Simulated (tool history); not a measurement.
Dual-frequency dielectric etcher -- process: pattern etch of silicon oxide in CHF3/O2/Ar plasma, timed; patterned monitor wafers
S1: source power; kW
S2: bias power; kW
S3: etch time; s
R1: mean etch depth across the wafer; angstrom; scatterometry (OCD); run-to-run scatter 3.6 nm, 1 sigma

run	hour	S1	S2	S3	R1
1	0	0.72	0.214	238.5	5301.4
2	4.1	0.8	0.227	238.5	5643.3
3	5.9	0.68	0.227	238.5	5322.1
4	6.8	0.6	0.227	238.5	5084.6
5	12.6	0.54	0.227	238.5	4909.8
6	17.9	0.44	0.227	238.5	4563.2

Run 7 is up next; what results do you expect?
7	22.4	0.58	0.266	238.5	?

Run 7 measured R1 5294 angstrom.
